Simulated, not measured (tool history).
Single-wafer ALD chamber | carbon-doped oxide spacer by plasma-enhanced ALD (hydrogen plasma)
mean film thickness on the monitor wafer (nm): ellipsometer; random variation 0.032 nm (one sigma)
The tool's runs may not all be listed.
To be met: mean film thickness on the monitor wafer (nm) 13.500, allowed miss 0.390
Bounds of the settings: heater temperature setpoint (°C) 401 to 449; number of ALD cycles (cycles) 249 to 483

| run | hour | heater temperature setpoint (°C) | number of ALD cycles (cycles) | mean film thickness on the monitor wafer (nm) |
|---|---|---|---|---|
| 1 | 0.0 | 425 | 366 | 17.171 |
| 2 | 2.4 | 425 | 335 | 15.686 |
| 3 | 4.5 | 418 | 335 | 16.061 |
| 4 | 10.5 | 420 | 319 | 15.090 |
| 5 | 13.4 | 413 | 319 | 15.431 |
| 6 | 21.8 | 415 | 306 | 14.809 |
| 7 | 24.4 | 417 | 298 | 14.257 |
| 8 | 26.1 | 418 | 294 | 14.063 |

Which of these 5 next moves meets every target?
| A | 27.8 | 420 | 320 | ? |
| B | 27.8 | 421 | 284 | ? |
| C | 27.8 | 416 | 298 | ? |
| D | 27.8 | 415 | 312 | ? |
| E | 27.8 | 401 | 289 | ? |

| move | mean film thickness on the monitor wafer (nm) |
|---|---|
| A | 15.209 |
| B | 13.460 |
| C | 14.323 |
| D | 15.038 |
| E | 14.470 |
A: further off than the last run
B: meets every target
C: further off than the last run
D: further off than the last run
E: further off than the last run
Move B is the one to make.

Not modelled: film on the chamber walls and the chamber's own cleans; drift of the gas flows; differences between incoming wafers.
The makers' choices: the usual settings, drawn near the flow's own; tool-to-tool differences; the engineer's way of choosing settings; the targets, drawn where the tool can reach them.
